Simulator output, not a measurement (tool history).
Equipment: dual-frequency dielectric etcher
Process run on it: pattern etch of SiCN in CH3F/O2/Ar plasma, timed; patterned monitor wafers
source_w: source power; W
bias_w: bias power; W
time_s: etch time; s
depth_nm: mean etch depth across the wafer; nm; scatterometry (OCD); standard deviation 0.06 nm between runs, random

{"run": 1, "hour": 0.0, "source_w": 370, "bias_w": 69, "time_s": 31.5, "depth_nm": 10.648}
{"run": 2, "hour": 7.9, "source_w": 350, "bias_w": 68, "time_s": 31.5, "depth_nm": 10.502}
{"run": 3, "hour": 8.5, "source_w": 350, "bias_w": 68, "time_s": 31.5, "depth_nm": 10.491}
{"run": 4, "hour": 15.7, "source_w": 350, "bias_w": 68, "time_s": 31.5, "depth_nm": 10.603}
{"run": 5, "hour": 19.4, "source_w": 350, "bias_w": 68, "time_s": 31.5, "depth_nm": 10.332}
{"run": 6, "hour": 23.8, "source_w": 400, "bias_w": 68, "time_s": 31.5, "depth_nm": 10.877}

Run 7 comes next. What will it give?
{"run": 7, "hour": 32.2, "source_w": 370, "bias_w": 65, "time_s": 31.5, "depth_nm": "?"}

Logged for run 7: depth_nm 10.600 nm.
